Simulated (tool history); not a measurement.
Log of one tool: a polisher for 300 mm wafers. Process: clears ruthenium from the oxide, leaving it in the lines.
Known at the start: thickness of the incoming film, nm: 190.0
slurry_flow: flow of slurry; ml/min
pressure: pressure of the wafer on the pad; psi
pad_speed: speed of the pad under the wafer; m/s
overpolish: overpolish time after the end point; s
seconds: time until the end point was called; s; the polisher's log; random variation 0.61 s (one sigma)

run    day  slurry_flow  pressure  pad_speed  overpolish  seconds
  1  0.000          175       2.2       1.12          34  110.000
  2  0.338          175       2.2       0.94          34  134.940
  3  0.479          180       2.5       0.98          34  112.260
  4  0.750          180       2.5       0.98          36  114.540
  5  0.892          180       2.7       1.04          36  100.540
  6  1.058          180       2.7       1.04          36  100.430

The next listed run, before its measurement:
  7  1.388          185       2.9       1.10          36        ?

seconds: 87.692 s
